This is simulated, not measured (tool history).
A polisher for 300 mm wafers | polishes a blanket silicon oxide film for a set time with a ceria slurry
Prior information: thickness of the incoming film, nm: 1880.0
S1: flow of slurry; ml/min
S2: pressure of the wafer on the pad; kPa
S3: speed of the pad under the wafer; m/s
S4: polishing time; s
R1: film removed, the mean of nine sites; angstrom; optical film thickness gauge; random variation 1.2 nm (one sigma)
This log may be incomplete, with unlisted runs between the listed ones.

{"run": 1, "day": 0.0, "S1": 170, "S2": 20.7, "S3": 0.9, "S4": 96, "R1": 3180.7}
{"run": 2, "day": 0.067, "S1": 170, "S2": 20.7, "S3": 0.78, "S4": 96, "R1": 2867.6}
{"run": 3, "day": 0.321, "S1": 190, "S2": 20.7, "S3": 0.78, "S4": 96, "R1": 2853.6}
{"run": 4, "day": 0.633, "S1": 190, "S2": 20.7, "S3": 0.96, "S4": 96, "R1": 3399.2}
{"run": 5, "day": 0.954, "S1": 190, "S2": 17.9, "S3": 0.92, "S4": 96, "R1": 2912.1}
{"run": 6, "day": 1.008, "S1": 190, "S2": 15.9, "S3": 0.88, "S4": 96, "R1": 2466.8}
{"run": 7, "day": 1.375, "S1": 150, "S2": 10.3, "S3": 0.86, "S4": 96, "R1": 1522.8}

Expected results for the next run?
{"run": 8, "day": 1.708, "S1": 190, "S2": 10.3, "S3": 0.86, "S4": 96, "R1": "?"}

{"run 8": {"R1": 1597.3}}
